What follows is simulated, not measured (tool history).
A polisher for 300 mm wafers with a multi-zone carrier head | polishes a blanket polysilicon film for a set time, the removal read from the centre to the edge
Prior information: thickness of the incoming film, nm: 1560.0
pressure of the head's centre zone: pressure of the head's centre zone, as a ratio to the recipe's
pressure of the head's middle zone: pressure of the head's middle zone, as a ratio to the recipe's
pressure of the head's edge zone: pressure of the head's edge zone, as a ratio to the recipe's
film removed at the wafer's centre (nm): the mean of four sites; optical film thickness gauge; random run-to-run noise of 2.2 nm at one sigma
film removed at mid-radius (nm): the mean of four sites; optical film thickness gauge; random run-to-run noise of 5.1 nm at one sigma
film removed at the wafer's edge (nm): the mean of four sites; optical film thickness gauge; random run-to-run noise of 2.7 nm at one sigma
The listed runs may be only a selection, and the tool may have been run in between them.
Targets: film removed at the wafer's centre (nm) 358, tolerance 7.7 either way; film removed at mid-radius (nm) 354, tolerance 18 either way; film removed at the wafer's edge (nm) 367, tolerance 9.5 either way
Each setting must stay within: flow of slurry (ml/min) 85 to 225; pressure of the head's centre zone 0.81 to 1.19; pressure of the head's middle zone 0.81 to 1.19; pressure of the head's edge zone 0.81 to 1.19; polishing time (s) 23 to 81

run	day	flow of slurry (ml/min)	pressure of the head's centre zone	pressure of the head's middle zone	pressure of the head's edge zone	polishing time (s)	film removed at the wafer's centre (nm)	film removed at mid-radius (nm)	film removed at the wafer's edge (nm)
1	0	145	1	1	1	52	518.78	498.92	517.31
2	0.038	145	1	1	1.06	52	514.83	512.89	530.23
3	0.396	130	1	1	1.06	52	500.77	513.1	521.31
4	0.45	150	1	1	1.06	52	520.19	500	526.5
5	0.504	150	1.06	1	1.06	52	537.4	517.79	534.42
6	0.642	140	1.02	0.99	1.02	49	487.42	470.06	490.83
7	0.85	135	1	0.99	0.99	47	461.3	445.52	455.47
8	1.221	125	0.96	0.98	0.96	46	428.87	430.77	439.21
9	1.575	120	0.95	0.97	0.93	45	413.04	406.81	418.5
10	1.871	115	0.94	0.96	0.91	44	393.32	392.28	403.93
11	1.992	110	0.93	0.95	0.89	44	388.12	380.84	397.8
12	2.317	105	0.92	0.95	0.87	44	373.12	377.75	388.51
13	2.471	100	0.92	0.94	0.86	44	370.6	368.2	383.41

5 candidate next runs follow, results not yet known. Just one meets every target within its allowed miss. Identify it.
A	2.625	105	0.88	0.88	0.85	45	?	?	?
B	2.625	85	0.83	0.81	0.9	48	?	?	?
C	2.625	85	0.94	0.94	0.83	45	?	?	?
D	2.625	110	1.03	0.95	0.84	42	?	?	?
E	2.625	105	0.87	0.97	0.87	42	?	?	?

move	film removed at the wafer's centre (nm)	film removed at mid-radius (nm)	film removed at the wafer's edge (nm)
A	373.02	361.54	391.34
B	351.19	334	407.88
C	356.03	353.96	368.06
D	391.52	364.59	366.51
E	345.92	365.97	368.65
A: its largest miss is bigger than the last run's
B: its largest miss is bigger than the last run's
C: all results land within tolerance of their targets
D: the furthest-off result lands on target, but another misses its tolerance
E: the furthest-off result lands on target, but another misses its tolerance
The move that meets every target is C.

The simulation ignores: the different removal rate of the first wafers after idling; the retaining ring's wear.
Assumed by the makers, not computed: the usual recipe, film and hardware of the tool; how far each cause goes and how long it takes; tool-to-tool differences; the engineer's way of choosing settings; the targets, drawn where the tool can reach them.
